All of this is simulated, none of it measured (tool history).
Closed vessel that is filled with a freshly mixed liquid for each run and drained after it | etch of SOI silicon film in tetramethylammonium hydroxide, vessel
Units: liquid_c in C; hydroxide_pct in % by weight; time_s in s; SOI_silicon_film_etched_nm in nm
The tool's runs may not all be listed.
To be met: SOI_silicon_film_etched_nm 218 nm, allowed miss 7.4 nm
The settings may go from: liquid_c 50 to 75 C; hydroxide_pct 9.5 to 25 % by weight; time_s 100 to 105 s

run  hour  liquid_c  hydroxide_pct  time_s  SOI_silicon_film_etched_nm
  1     0        62           17.5     100                      353.96
  2   7.8      57.5           17.5     100                      263.85
  3  10.6      56.5           17.5     100                      249.95
  4  14.9      56.5           17.5     105                      262.97
  5  16.5      55.5           17.5     105                      245.82
  6  19.1      59.5           17.5     105                      315.04
  7  20.1        58           17.5     105                      287.76
  8  23.6        57           17.5     105                      274.29
  9  32.2      52.5           17.5     105                      204.59
 10  37.5      52.5           17.5     105                      203.34
 11  38.3        53           17.5     105                      211.06

Which of these 5 next moves meets every target?
  A  39.1        56             19     100                           ?
  B  39.1        53           17.5     100                           ?
  C  39.1        52           14.5     100                           ?
  D  39.1      54.5             18     100                           ?
  E  39.1      52.5             18     105                           ?

move  SOI_silicon_film_etched_nm
   A                      232.49
   B                      197.99
   C                       199.4
   D                      215.89
   E                      198.94
A: takes the result that was furthest off past its target
B: further off than the last run
C: further off than the last run
D: meets every target
E: further off than the last run
Answer: D
